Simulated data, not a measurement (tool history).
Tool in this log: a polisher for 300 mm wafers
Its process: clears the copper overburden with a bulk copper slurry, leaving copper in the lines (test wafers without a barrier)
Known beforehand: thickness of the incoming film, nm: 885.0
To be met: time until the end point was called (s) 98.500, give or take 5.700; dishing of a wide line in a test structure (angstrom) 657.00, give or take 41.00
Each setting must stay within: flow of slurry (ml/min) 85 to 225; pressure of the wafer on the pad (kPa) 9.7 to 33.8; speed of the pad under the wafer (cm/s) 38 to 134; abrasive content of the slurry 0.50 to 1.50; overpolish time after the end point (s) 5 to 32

run,hour,flow of slurry (ml/min),pressure of the wafer on the pad (kPa),speed of the pad under the wafer (cm/s),abrasive content of the slurry,overpolish time after the end point (s),time until the end point was called (s),dishing of a wide line in a test structure (angstrom)
1,0.0,145,21.4,86,1.00,16,121.610,545.23
2,7.5,145,16.5,86,1.00,16,148.650,494.64
3,8.2,145,16.5,86,1.00,12,152.430,408.71
4,13.9,145,18.6,86,1.00,13,133.850,458.68
5,20.7,145,20.0,86,1.00,14,130.930,489.19
6,28.6,145,24.8,86,1.00,14,106.430,560.97
7,36.4,145,25.5,86,1.00,15,109.300,600.20
8,42.8,145,26.2,86,1.00,15,106.370,609.97
9,48.3,145,26.9,86,1.00,15,102.890,588.46

Exactly one of the 5 candidate moves below puts every result within its allowed miss. Which one?
A,53.8,140,26.9,76,1.00,15,?,?
B,53.8,85,26.9,84,1.15,19,?,?
C,53.8,160,24.1,88,1.05,18,?,?
D,53.8,130,26.2,92,1.05,12,?,?
E,53.8,100,31.0,92,0.80,16,?,?

move,time until the end point was called (s),dishing of a wide line in a test structure (angstrom)
A,117.480,566.42
B,115.320,648.93
C,108.660,642.43
D,101.000,541.59
E,98.563,654.32
A: misses by more than the last run did
B: gets the furthest-off result to its target, but another result is out of tolerance
C: gets the furthest-off result to its target, but another result is out of tolerance
D: misses by more than the last run did
E: each result inside its tolerance
Correct choice: E, which meets every target

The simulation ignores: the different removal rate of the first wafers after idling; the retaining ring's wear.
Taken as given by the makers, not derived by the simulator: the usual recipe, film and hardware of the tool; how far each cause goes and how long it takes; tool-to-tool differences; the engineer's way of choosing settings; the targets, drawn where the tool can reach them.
